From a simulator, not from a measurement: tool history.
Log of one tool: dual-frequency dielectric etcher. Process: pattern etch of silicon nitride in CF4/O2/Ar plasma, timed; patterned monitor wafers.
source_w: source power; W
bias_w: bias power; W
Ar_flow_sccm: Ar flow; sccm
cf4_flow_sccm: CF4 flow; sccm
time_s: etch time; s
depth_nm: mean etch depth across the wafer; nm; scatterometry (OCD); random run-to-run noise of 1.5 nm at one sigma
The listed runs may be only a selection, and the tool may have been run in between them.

run	hour	source_w	bias_w	Ar_flow_sccm	cf4_flow_sccm	time_s	depth_nm
1	0.0	680	54	119	119	165.5	422.39
2	7.1	680	54	119	119	172.5	444.35
3	8.9	680	54	119	108	172.5	440.39
4	16.2	680	54	119	108	172.5	437.23
5	20.6	600	54	119	108	172.5	388.61
6	27.4	590	54	119	108	172.5	386.55

Forecast run 7:
7	29.9	480	54	119	108	172.5	?

depth_nm: 314.50 nm
